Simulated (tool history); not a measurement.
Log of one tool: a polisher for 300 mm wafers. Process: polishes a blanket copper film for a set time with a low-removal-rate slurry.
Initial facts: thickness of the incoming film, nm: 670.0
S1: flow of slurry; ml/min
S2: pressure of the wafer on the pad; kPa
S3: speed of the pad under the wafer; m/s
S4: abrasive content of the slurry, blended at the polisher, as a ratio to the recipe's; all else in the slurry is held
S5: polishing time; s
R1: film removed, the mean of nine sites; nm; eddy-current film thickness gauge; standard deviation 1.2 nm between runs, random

Run 1, day 0.000: S1 285 ml/min, S2 11.7 kPa, S3 1.18 m/s, S4 1.0, S5 27 s. Result: R1 58.934 nm.
Run 2, day 0.083: S1 310 ml/min, S2 11.7 kPa, S3 1.18 m/s, S4 1.0, S5 27 s. Result: R1 59.600 nm.
Run 3, day 0.312: S1 310 ml/min, S2 11.7 kPa, S3 1.38 m/s, S4 1.0, S5 27 s. Result: R1 66.523 nm.
Run 4, day 0.571: S1 355 ml/min, S2 11.7 kPa, S3 1.38 m/s, S4 1.0, S5 27 s. Result: R1 67.291 nm.
Run 5, day 0.888: S1 355 ml/min, S2 12.4 kPa, S3 1.38 m/s, S4 1.0, S5 27 s. Result: R1 71.344 nm.
Run 6, day 1.012: S1 355 ml/min, S2 13.1 kPa, S3 1.38 m/s, S4 1.0, S5 27 s. Result: R1 76.275 nm.

Predict the results of run 7:
Run 7, day 1.196: S1 355 ml/min, S2 13.8 kPa, S3 1.38 m/s, S4 1.0, S5 27 s. Result: R1 ?.

R1: 78.332 nm
